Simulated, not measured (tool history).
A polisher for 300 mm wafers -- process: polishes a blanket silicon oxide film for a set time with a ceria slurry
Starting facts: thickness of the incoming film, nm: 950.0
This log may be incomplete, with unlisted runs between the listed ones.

| run | hour | flow of slurry (ml/min) | pressure of the wafer on the pad (kPa) | speed of the pad under the wafer (cm/s) | polishing time (s) | film removed (Å) |
|---|---|---|---|---|---|---|
| 1 | 0 | 230 | 22.8 | 130 | 76 | 5336.1 |
| 2 | 4.2 | 230 | 22.1 | 130 | 76 | 5320.7 |
| 3 | 4.8 | 230 | 21.4 | 130 | 76 | 5166.4 |
| 4 | 6.2 | 230 | 21.4 | 130 | 76 | 5218.7 |
| 5 | 7.2 | 230 | 20.7 | 130 | 76 | 5123.1 |
| 6 | 14 | 185 | 20.7 | 130 | 76 | 5019.7 |
| 7 | 17.1 | 185 | 20.7 | 130 | 76 | 4956.5 |

Expected results for the next run?
| 8 | 24.1 | 185 | 20 | 130 | 76 | ? |

{"run 8": {"film removed (Å)": 4905.4}}
